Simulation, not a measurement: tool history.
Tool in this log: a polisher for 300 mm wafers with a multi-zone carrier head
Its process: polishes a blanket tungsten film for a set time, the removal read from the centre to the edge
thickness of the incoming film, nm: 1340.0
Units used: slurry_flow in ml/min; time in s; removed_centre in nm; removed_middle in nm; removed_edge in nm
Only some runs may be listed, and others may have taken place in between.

run	hour	slurry_flow	centre_zone	middle_zone	edge_zone	slurry_solids	time	removed_centre	removed_middle	removed_edge
1	0.0	190	1.00	1.00	1.00	1.00	81	321.52	320.17	321.61
2	1.8	190	1.00	1.00	0.96	1.00	81	321.27	325.56	309.32
3	3.5	190	1.00	1.00	0.96	1.20	81	326.39	335.67	322.38
4	7.3	190	1.05	1.00	0.96	1.20	81	348.73	330.30	318.09
5	9.8	190	1.05	1.00	0.96	1.20	93	405.47	384.55	370.00
6	10.8	185	1.03	1.00	0.96	1.20	93	391.91	384.14	363.87
7	15.8	135	0.93	1.06	1.06	1.25	93	327.02	382.02	363.74
8	20.0	125	0.91	1.09	1.06	1.30	93	317.11	379.07	364.36

Run 9, settings as shown, results not yet in. Your forecast:
9	23.9	125	0.91	1.10	1.06	1.30	93	?	?	?

Run 9 came out at removed_centre 316.05 nm, removed_middle 380.71 nm, removed_edge 359.98 nm.
